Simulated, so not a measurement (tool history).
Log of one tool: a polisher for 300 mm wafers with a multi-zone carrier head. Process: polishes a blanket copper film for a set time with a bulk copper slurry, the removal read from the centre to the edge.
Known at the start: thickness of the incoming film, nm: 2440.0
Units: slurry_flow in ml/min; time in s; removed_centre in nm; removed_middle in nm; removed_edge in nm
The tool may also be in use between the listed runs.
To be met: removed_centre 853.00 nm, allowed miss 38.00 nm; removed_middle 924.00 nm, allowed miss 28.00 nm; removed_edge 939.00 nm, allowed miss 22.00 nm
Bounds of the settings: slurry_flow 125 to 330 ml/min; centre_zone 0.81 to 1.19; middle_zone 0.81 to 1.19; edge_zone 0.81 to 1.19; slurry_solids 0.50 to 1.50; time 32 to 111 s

run    day  slurry_flow  centre_zone  middle_zone  edge_zone  slurry_solids  time  removed_centre  removed_middle  removed_edge
  1  0.000          210         1.00         1.00       1.00           1.00    71          736.78          721.41        744.36
  2  0.317          210         1.00         0.95       1.00           1.00    71          739.37          710.56        732.77
  3  0.558          220         1.00         0.98       1.01           1.05    71          753.70          721.29        751.15
  4  0.621          220         0.99         1.01       1.01           1.10    72          768.83          755.00        764.19
  5  0.867          220         0.99         1.01       1.01           1.10    57          595.78          605.74        607.45
  6  0.896          220         0.99         1.01       1.06           1.10    57          602.07          600.40        619.27
  7  1.267          220         0.98         1.02       1.07           1.15    60          621.60          644.68        655.59
  8  1.408          220         0.98         1.02       1.08           1.20    63          663.04          669.94        690.99
  9  1.604          260         0.91         1.12       1.18           1.45    79          811.04          943.37        942.55
 10  1.854          260         0.92         1.12       1.18           1.45    79          830.02          943.26        943.65

Which of these 4 next moves meets every target?
  A  2.104          285         0.93         1.18       1.19           1.40    78               ?               ?             ?
  B  2.104          255         0.92         1.16       1.18           1.40    81               ?               ?             ?
  C  2.104          275         0.85         1.07       1.19           1.30    80               ?               ?             ?
  D  2.104          235         0.95         1.07       1.14           1.40    80               ?               ?             ?

move  removed_centre  removed_middle  removed_edge
   A          829.08          976.18        938.01
   B          839.73          989.27        961.76
   C          763.35          921.30        948.63
   D          846.45          914.74        930.41
A: further off than the last run
B: further off than the last run
C: brings the result that was furthest off to its target, and leaves another outside
D: meets every target
Move D is the one to make.

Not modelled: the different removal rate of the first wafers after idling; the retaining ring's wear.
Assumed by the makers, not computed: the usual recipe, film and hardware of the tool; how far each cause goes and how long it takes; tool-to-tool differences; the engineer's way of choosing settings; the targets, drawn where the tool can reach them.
